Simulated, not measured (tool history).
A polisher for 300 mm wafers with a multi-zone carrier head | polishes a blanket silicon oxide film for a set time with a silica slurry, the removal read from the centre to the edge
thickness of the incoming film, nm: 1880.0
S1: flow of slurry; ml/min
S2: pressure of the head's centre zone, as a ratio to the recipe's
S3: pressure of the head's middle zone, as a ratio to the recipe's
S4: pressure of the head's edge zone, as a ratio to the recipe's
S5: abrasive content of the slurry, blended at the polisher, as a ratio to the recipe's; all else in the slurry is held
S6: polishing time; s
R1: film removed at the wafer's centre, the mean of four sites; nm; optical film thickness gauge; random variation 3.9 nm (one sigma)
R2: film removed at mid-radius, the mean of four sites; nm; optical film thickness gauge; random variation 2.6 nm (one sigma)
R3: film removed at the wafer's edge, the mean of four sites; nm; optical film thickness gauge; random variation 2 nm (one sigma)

| run | hour | S1 | S2 | S3 | S4 | S5 | S6 | R1 | R2 | R3 |
|---|---|---|---|---|---|---|---|---|---|---|
| 1 | 0 | 230 | 1 | 1 | 1 | 1 | 77 | 233.9 | 222.59 | 224.18 |
| 2 | 7.1 | 230 | 1.08 | 1 | 1 | 1 | 77 | 250.3 | 221.95 | 228.88 |
| 3 | 12.9 | 230 | 1.08 | 0.93 | 1 | 1 | 77 | 254.64 | 212.13 | 224.94 |
| 4 | 20.8 | 230 | 1.08 | 0.93 | 1 | 1.15 | 77 | 265.06 | 222.66 | 237.21 |
| 5 | 21.8 | 190 | 1.08 | 0.93 | 1 | 1.15 | 77 | 258.69 | 216.32 | 232.04 |
| 6 | 24.2 | 190 | 1 | 0.93 | 1 | 1.15 | 77 | 233.08 | 215.68 | 231.59 |
| 7 | 27.7 | 220 | 1.01 | 1 | 0.98 | 1.15 | 77 | 245.37 | 232.11 | 233.39 |

The next listed run, before its measurement:
| 8 | 31.6 | 285 | 1.02 | 1.1 | 0.99 | 1.2 | 77 | ? | ? | ? |

Run 8 gave R1 262.81 nm, R2 268.08 nm, R3 244.88 nm.
